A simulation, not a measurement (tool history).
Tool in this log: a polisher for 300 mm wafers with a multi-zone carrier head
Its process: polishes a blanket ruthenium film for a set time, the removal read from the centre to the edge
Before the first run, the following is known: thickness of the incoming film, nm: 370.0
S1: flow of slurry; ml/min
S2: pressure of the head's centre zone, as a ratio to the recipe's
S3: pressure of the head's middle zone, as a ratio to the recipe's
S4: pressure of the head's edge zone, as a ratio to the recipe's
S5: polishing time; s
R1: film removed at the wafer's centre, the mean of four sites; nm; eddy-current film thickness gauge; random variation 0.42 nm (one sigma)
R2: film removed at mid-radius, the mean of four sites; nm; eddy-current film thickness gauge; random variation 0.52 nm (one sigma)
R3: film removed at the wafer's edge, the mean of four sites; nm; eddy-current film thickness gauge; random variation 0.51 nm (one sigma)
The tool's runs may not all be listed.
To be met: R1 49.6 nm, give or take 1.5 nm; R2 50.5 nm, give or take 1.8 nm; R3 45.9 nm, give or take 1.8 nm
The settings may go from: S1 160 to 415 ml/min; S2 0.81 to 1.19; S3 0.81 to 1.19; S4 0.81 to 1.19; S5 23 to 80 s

run 1 hour=0 | S1=265 S2=1 S3=1 S4=1 S5=51 | R1=60.113 R2=57.582 R3=58.131
run 2 hour=1.9 | S1=265 S2=1 S3=1.03 S4=1 S5=51 | R1=59.259 R2=57.955 R3=57.879
run 3 hour=3.4 | S1=265 S2=1 S3=1.03 S4=0.96 S5=51 | R1=59.514 R2=59.235 R3=57.71
run 4 hour=10.2 | S1=270 S2=1.01 S3=1.04 S4=0.93 S5=48 | R1=57.364 R2=55.879 R3=52.529
run 5 hour=16.1 | S1=270 S2=0.94 S3=1.04 S4=0.93 S5=48 | R1=52.359 R2=55.865 R3=52.21
run 6 hour=16.7 | S1=270 S2=0.94 S3=1.03 S4=0.9 S5=47 | R1=51.589 R2=54.951 R3=51.699
run 7 hour=22.5 | S1=270 S2=0.95 S3=1.03 S4=0.89 S5=46 | R1=52.073 R2=53.785 R3=48.522
run 8 hour=29.7 | S1=230 S2=0.93 S3=0.99 S4=0.85 S5=45 | R1=47.151 R2=48.46 R3=47.6
-- hour=30.4 slurry nozzle cleaned
run 9 hour=30.4 | S1=245 S2=0.94 S3=1 S4=0.84 S5=45 | R1=51.251 R2=51.887 R3=47.938

Which of these 5 next moves meets every target?
run A hour=31.1 | S1=320 S2=0.99 S3=0.98 S4=0.81 S5=43 | R1=? R2=? R3=?
run B hour=31.1 | S1=275 S2=0.98 S3=1.05 S4=0.9 S5=41 | R1=? R2=? R3=?
run C hour=31.1 | S1=225 S2=0.95 S3=0.99 S4=0.86 S5=48 | R1=? R2=? R3=?
run D hour=31.1 | S1=240 S2=0.94 S3=1.02 S4=0.81 S5=48 | R1=? R2=? R3=?
run E hour=31.1 | S1=275 S2=1 S3=1.01 S4=1.03 S5=43 | R1=? R2=? R3=?

move=A R1=51.975 R2=49.945 R3=45.789
move=B R1=48.215 R2=49.681 R3=45.171
move=C R1=53.12 R2=53.927 R3=50.838
move=D R1=53.101 R2=55.814 R3=49.826
move=E R1=51.593 R2=50.402 R3=50.53
A: the worst result of the last run now meets its target, but another is out of spec
B: each result inside its tolerance
C: moves away from the targets compared with the last run
D: moves away from the targets compared with the last run
E: moves away from the targets compared with the last run
B is the move that brings every result within its allowed miss.

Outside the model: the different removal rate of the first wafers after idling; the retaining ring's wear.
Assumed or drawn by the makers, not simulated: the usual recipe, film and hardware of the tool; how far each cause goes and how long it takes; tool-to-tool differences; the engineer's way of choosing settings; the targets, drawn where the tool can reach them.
